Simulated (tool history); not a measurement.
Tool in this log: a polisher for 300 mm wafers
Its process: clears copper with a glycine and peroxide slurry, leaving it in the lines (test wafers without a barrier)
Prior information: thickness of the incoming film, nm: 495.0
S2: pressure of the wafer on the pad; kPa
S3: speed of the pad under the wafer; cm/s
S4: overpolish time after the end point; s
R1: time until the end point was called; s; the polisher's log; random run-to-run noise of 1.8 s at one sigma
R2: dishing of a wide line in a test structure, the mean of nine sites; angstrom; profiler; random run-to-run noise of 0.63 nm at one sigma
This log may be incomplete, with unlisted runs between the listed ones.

{"run": 1, "hour": 0.0, "flow of slurry (ml/min)": 155, "S2": 17.9, "S3": 110, "S4": 18, "R1": 95.558, "R2": 630.39}
{"run": 2, "hour": 3.1, "flow of slurry (ml/min)": 145, "S2": 15.9, "S3": 100, "S4": 19, "R1": 112.98, "R2": 574.01}
{"run": 3, "hour": 3.9, "flow of slurry (ml/min)": 140, "S2": 13.8, "S3": 90, "S4": 20, "R1": 137.97, "R2": 502.55}
{"run": 4, "hour": 9.2, "flow of slurry (ml/min)": 135, "S2": 12.4, "S3": 86, "S4": 21, "R1": 155.13, "R2": 474.55}
{"run": 5, "hour": 15.5, "flow of slurry (ml/min)": 135, "S2": 12.4, "S3": 86, "S4": 14, "R1": 152.75, "R2": 346.89}
{"run": 6, "hour": 20.2, "flow of slurry (ml/min)": 130, "S2": 11.7, "S3": 84, "S4": 16, "R1": 166.42, "R2": 363.04}

Run 7 comes next. What will it give?
{"run": 7, "hour": 22.3, "flow of slurry (ml/min)": 125, "S2": 11, "S3": 84, "S4": 18, "R1": "?", "R2": "?"}

{"run 7": {"R1": 175.9, "R2": 388.8}}
